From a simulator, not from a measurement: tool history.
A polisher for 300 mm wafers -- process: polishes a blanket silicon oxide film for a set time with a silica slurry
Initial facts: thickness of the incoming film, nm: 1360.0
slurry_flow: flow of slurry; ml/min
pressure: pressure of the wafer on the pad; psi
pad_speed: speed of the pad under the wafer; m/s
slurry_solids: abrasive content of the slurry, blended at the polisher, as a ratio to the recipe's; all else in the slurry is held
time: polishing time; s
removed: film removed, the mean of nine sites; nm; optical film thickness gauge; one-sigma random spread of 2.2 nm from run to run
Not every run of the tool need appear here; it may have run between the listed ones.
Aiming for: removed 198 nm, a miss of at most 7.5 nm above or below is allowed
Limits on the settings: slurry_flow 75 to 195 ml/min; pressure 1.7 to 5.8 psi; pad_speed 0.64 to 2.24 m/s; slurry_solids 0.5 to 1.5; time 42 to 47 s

run  hour  slurry_flow  pressure  pad_speed  slurry_solids  time  removed
  1     0          125       3.7       1.44              1    47   102.92
  2   6.2          125       3.7       1.44              1    47    101.4
  3  10.8          125       3.7       1.26              1    47   92.181
  4  14.2          145       3.7       1.26              1    47   98.694
  5    17          150         4       1.26              1    47   104.12
  6  20.4          120         4       1.26              1    47   100.68
  7  28.2          125       4.2        1.3              1    47   106.39
  8  28.7          130       4.4       1.36              1    47   111.59
  9    30          135       4.6       1.46              1    47   123.18
 10  38.5          140       4.8       1.52              1    47   134.66
 11  39.1          145       4.9       1.56              1    47   141.08
 12  42.6          150         5        1.6              1    47   147.03
 13  44.3          155       5.8       1.78              1    47   187.62
 14  51.8          155       5.8        1.8              1    47   186.79
 15  58.8          155       5.8       1.82              1    47    192.1

Which single option among these 4 for the next run brings every result within its allowed miss of target? Just one does.
  A  65.8          140       5.8       2.04           0.95    47        ?
  B  65.8          165       5.8       1.74           0.95    46        ?
  C  65.8          150       5.8       1.72              1    46        ?
  D  65.8          145       5.8       1.74           0.95    47        ?

move  removed
   A   202.85
   B   180.11
   C   179.69
   D   179.83
A: each result inside its tolerance
B: further off than the last run
C: further off than the last run
D: further off than the last run
A meets every target.
